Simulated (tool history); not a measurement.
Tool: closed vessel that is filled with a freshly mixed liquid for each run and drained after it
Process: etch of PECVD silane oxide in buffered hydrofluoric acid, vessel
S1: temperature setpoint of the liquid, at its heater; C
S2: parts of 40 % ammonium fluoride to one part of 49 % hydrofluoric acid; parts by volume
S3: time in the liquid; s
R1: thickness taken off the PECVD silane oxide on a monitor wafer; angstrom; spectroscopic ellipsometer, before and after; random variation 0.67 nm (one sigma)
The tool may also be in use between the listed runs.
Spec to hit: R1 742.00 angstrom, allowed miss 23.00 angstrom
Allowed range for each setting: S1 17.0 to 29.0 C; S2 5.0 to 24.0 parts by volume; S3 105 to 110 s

run 1 hour=0.0 | S1=21.0 S2=14.5 S3=105 | R1=1210.80
run 2 hour=8.7 | S1=21.0 S2=14.5 S3=110 | R1=1286.80
run 3 hour=14.0 | S1=20.5 S2=15.0 S3=110 | R1=1201.20
run 4 hour=22.3 | S1=22.5 S2=15.0 S3=110 | R1=1328.80
run 5 hour=30.0 | S1=19.5 S2=15.0 S3=110 | R1=1148.20
run 6 hour=33.0 | S1=19.0 S2=15.5 S3=110 | R1=1061.90
run 7 hour=41.0 | S1=19.0 S2=16.0 S3=110 | R1=1047.10
run 8 hour=45.4 | S1=19.0 S2=16.5 S3=110 | R1=1009.90
run 9 hour=51.4 | S1=19.0 S2=17.0 S3=110 | R1=970.23
run 10 hour=59.1 | S1=19.0 S2=17.5 S3=110 | R1=943.25
run 11 hour=66.1 | S1=18.0 S2=18.5 S3=110 | R1=847.00
-- hour=75.0 hydrofluoric acid flow meter replaced
run 12 hour=75.0 | S1=17.0 S2=20.0 S3=110 | R1=786.07
run 13 hour=80.9 | S1=17.0 S2=20.5 S3=110 | R1=784.38

Which one of the following 4 next-run settings gets every result inside its allowed miss? There is exactly one.
run A hour=86.8 | S1=17.5 S2=19.5 S3=110 | R1=?
run B hour=86.8 | S1=17.0 S2=19.0 S3=105 | R1=?
run C hour=86.8 | S1=17.0 S2=18.5 S3=105 | R1=?
run D hour=86.8 | S1=18.0 S2=24.0 S3=110 | R1=?

move=A R1=826.01
move=B R1=786.18
move=C R1=807.19
move=D R1=730.74
A: misses by more than the last run did
B: about the same distance from the targets as the last run
C: misses by more than the last run did
D: all results in spec
D meets every target.
